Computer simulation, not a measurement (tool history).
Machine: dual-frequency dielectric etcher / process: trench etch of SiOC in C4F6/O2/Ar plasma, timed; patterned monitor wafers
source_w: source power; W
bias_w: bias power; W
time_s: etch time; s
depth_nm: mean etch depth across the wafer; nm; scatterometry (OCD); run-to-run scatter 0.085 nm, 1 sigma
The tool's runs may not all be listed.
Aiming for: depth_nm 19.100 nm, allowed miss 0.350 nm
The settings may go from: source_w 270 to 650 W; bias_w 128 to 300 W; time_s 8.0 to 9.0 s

Run 1, hour 0.0: source_w 460 W, bias_w 214 W, time_s 9.0 s. Result: depth_nm 21.034 nm.
Run 2, hour 7.2: source_w 510 W, bias_w 214 W, time_s 9.0 s. Result: depth_nm 21.649 nm.
Run 3, hour 10.2: source_w 470 W, bias_w 210 W, time_s 9.0 s. Result: depth_nm 21.251 nm.
Run 4, hour 11.5: source_w 470 W, bias_w 223 W, time_s 9.0 s. Result: depth_nm 21.446 nm.
Run 5, hour 20.2: source_w 440 W, bias_w 219 W, time_s 9.0 s. Result: depth_nm 20.972 nm.
Run 6, hour 22.9: source_w 440 W, bias_w 248 W, time_s 9.0 s. Result: depth_nm 21.649 nm.
Run 7, hour 26.1: source_w 410 W, bias_w 242 W, time_s 9.0 s. Result: depth_nm 21.004 nm.
Run 8, hour 32.4: source_w 380 W, bias_w 239 W, time_s 9.0 s. Result: depth_nm 20.983 nm.
Run 9, hour 35.9: source_w 370 W, bias_w 228 W, time_s 9.0 s. Result: depth_nm 20.441 nm.
Run 10, hour 41.7: source_w 350 W, bias_w 223 W, time_s 9.0 s. Result: depth_nm 19.927 nm.

5 candidate next runs follow, results not yet known. Just one meets every target within its allowed miss. Identify it.
Run A, hour 47.5: source_w 390 W, bias_w 226 W, time_s 9.0 s. Result: depth_nm ?.
Run B, hour 47.5: source_w 270 W, bias_w 238 W, time_s 8.5 s. Result: depth_nm ?.
Run C, hour 47.5: source_w 360 W, bias_w 222 W, time_s 8.5 s. Result: depth_nm ?.
Run D, hour 47.5: source_w 360 W, bias_w 233 W, time_s 9.0 s. Result: depth_nm ?.
Run E, hour 47.5: source_w 380 W, bias_w 244 W, time_s 8.5 s. Result: depth_nm ?.

move  depth_nm
   A    20.632
   B    18.349
   C    19.070
   D    20.440
   E    19.760
A: moves away from the targets compared with the last run
B: takes the biggest miss from the last run beyond its target
C: each result inside its tolerance
D: moves away from the targets compared with the last run
E: nearer than the last run, and not there yet
So the answer is move C, the one that meets all the targets.
